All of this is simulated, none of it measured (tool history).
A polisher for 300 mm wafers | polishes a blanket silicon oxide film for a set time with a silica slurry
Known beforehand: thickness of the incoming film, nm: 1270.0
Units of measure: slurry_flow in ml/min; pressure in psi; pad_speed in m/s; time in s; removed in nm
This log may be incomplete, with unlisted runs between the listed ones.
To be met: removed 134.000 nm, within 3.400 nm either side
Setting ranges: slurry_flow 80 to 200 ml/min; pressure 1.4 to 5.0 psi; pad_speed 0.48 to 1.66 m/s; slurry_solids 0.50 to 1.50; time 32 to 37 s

run,hour,slurry_flow,pressure,pad_speed,slurry_solids,time,removed
1,0.0,130,3.2,1.06,1.00,37,74.767
2,3.1,130,3.2,1.06,0.90,37,71.084
3,6.5,130,3.2,1.06,0.90,32,61.283
4,9.5,150,3.2,1.06,0.90,32,63.037
5,15.4,135,3.2,1.06,0.90,32,62.409
6,21.1,135,3.2,1.20,0.90,32,67.671
7,21.8,135,3.6,1.24,0.90,32,77.240
8,27.2,135,3.9,1.30,0.90,32,86.463
9,31.5,170,4.8,1.44,0.90,32,117.530
10,32.7,170,5.0,1.58,0.90,32,129.830

Consider the 4 candidate settings below. Which is the only one whose results all fall within their allowed miss of target?
A,33.9,155,4.9,1.44,1.10,33,?
B,33.9,160,4.8,1.58,0.95,35,?
C,33.9,185,5.0,1.60,1.00,33,?
D,33.9,165,5.0,1.66,0.95,33,?

move,removed
A,134.690
B,139.620
C,145.090
D,142.460
A: every result lands within tolerance
B: moves the result that the last run missed by most past its target, out the other side
C: moves the result that the last run missed by most past its target, out the other side
D: moves the result that the last run missed by most past its target, out the other side
Answer: A
